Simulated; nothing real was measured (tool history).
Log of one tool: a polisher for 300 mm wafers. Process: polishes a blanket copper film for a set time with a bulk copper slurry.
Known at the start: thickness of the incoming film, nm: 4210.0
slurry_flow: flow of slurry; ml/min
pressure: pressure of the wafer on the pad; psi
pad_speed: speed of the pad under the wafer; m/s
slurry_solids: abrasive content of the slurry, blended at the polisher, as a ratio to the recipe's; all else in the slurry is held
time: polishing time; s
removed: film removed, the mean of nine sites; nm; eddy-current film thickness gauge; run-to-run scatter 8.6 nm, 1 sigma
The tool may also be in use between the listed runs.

Run 1, hour 0: slurry_flow 135 ml/min, pressure 3.3 psi, pad_speed 0.84 m/s, slurry_solids 1, time 74 s. Result: removed 663.19 nm.
Run 2, hour 1.1: slurry_flow 140 ml/min, pressure 3.4 psi, pad_speed 0.84 m/s, slurry_solids 1, time 74 s. Result: removed 685.96 nm.
Run 3, hour 5.4: slurry_flow 140 ml/min, pressure 3.4 psi, pad_speed 0.64 m/s, slurry_solids 1, time 74 s. Result: removed 568.54 nm.
Run 4, hour 11.3: slurry_flow 140 ml/min, pressure 3.4 psi, pad_speed 0.64 m/s, slurry_solids 0.9, time 74 s. Result: removed 551.99 nm.
Run 5, hour 17.9: slurry_flow 140 ml/min, pressure 3.4 psi, pad_speed 0.64 m/s, slurry_solids 0.9, time 78 s. Result: removed 589.78 nm.
Run 6, hour 20.6: slurry_flow 145 ml/min, pressure 3.6 psi, pad_speed 0.64 m/s, slurry_solids 0.9, time 78 s. Result: removed 629.49 nm.
Run 7, hour 24: slurry_flow 145 ml/min, pressure 3.8 psi, pad_speed 0.64 m/s, slurry_solids 0.9, time 78 s. Result: removed 665.26 nm.
Run 8, hour 29.2: slurry_flow 175 ml/min, pressure 4.8 psi, pad_speed 0.66 m/s, slurry_solids 0.9, time 78 s. Result: removed 870.15 nm.
Run 9, hour 31: slurry_flow 175 ml/min, pressure 5 psi, pad_speed 0.72 m/s, slurry_solids 0.9, time 78 s. Result: removed 950.7 nm.

Predict the results of run 10:
Run 10, hour 34.6: slurry_flow 175 ml/min, pressure 5.1 psi, pad_speed 0.76 m/s, slurry_solids 0.9, time 78 s. Result: removed ?.

{"run 10": {"removed": 1012.9}}

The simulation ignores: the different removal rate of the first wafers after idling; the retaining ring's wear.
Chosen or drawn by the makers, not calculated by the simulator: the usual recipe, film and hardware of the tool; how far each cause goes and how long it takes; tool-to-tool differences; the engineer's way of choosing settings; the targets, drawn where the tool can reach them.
